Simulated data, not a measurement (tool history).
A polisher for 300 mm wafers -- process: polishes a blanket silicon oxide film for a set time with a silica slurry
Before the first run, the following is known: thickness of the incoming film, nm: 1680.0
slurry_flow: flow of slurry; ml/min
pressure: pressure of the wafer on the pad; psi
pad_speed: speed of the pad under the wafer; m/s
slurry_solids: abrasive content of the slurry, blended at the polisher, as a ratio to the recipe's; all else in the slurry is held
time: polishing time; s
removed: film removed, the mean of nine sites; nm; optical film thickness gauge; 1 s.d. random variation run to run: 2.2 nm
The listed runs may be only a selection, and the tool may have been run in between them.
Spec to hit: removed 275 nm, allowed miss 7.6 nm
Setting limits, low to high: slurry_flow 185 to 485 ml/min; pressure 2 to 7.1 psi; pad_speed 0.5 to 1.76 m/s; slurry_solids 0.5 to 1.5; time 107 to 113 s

Run 1, hour 0: slurry_flow 310 ml/min, pressure 4.5 psi, pad_speed 1.12 m/s, slurry_solids 1, time 107 s. Result: removed 351.3 nm.
Run 2, hour 1.4: slurry_flow 310 ml/min, pressure 4.5 psi, pad_speed 1.12 m/s, slurry_solids 1, time 113 s. Result: removed 370.67 nm.
Run 3, hour 6.8: slurry_flow 310 ml/min, pressure 4.5 psi, pad_speed 1.12 m/s, slurry_solids 1.2, time 113 s. Result: removed 397.94 nm.
Run 4, hour 7.7: slurry_flow 310 ml/min, pressure 4.3 psi, pad_speed 1.12 m/s, slurry_solids 1.2, time 113 s. Result: removed 386.02 nm.
Run 5, hour 15.8: slurry_flow 310 ml/min, pressure 5 psi, pad_speed 1.12 m/s, slurry_solids 1.2, time 113 s. Result: removed 426.54 nm.
Run 6, hour 18.8: slurry_flow 310 ml/min, pressure 4.7 psi, pad_speed 1.12 m/s, slurry_solids 1.2, time 113 s. Result: removed 404.78 nm.
Run 7, hour 23.8: slurry_flow 305 ml/min, pressure 3.4 psi, pad_speed 1.1 m/s, slurry_solids 1.2, time 113 s. Result: removed 325.95 nm.
Run 8, hour 27.9: slurry_flow 305 ml/min, pressure 3.3 psi, pad_speed 1.1 m/s, slurry_solids 1.2, time 113 s. Result: removed 320.35 nm.
Run 9, hour 31.3: slurry_flow 305 ml/min, pressure 3.2 psi, pad_speed 1.1 m/s, slurry_solids 1.2, time 113 s. Result: removed 314.54 nm.
Run 10, hour 40.3: slurry_flow 305 ml/min, pressure 3.1 psi, pad_speed 1.1 m/s, slurry_solids 1.2, time 113 s. Result: removed 310.3 nm.
Run 11, hour 46.5: slurry_flow 305 ml/min, pressure 3 psi, pad_speed 1.1 m/s, slurry_solids 1.2, time 113 s. Result: removed 302.81 nm.
Run 12, hour 48.2: slurry_flow 305 ml/min, pressure 3 psi, pad_speed 1.1 m/s, slurry_solids 1.2, time 113 s. Result: removed 302.09 nm.
Run 13, hour 54.5: slurry_flow 305 ml/min, pressure 2.9 psi, pad_speed 1.1 m/s, slurry_solids 1.2, time 113 s. Result: removed 303.28 nm.
Run 14, hour 63.4: slurry_flow 305 ml/min, pressure 2.8 psi, pad_speed 1.1 m/s, slurry_solids 1.2, time 113 s. Result: removed 294.5 nm.

4 candidate next runs follow, results not yet known. Just one meets every target within its allowed miss. Identify it.
Run A, hour 72.3: slurry_flow 300 ml/min, pressure 3.1 psi, pad_speed 1.08 m/s, slurry_solids 1.2, time 109 s. Result: removed ?.
Run B, hour 72.3: slurry_flow 290 ml/min, pressure 2.6 psi, pad_speed 1.3 m/s, slurry_solids 1.1, time 109 s. Result: removed ?.
Run C, hour 72.3: slurry_flow 325 ml/min, pressure 2.4 psi, pad_speed 1.18 m/s, slurry_solids 1.2, time 109 s. Result: removed ?.
Run D, hour 72.3: slurry_flow 275 ml/min, pressure 3.1 psi, pad_speed 1.02 m/s, slurry_solids 1.3, time 113 s. Result: removed ?.

move  removed
   A   292.24
   B   297.72
   C    275.5
   D   294.64
A: nearer the targets than the last run, but a result is still out of spec
B: the biggest miss grows against the last run
C: meets every target
D: roughly where the last run was
C is the move that brings every result within its allowed miss.
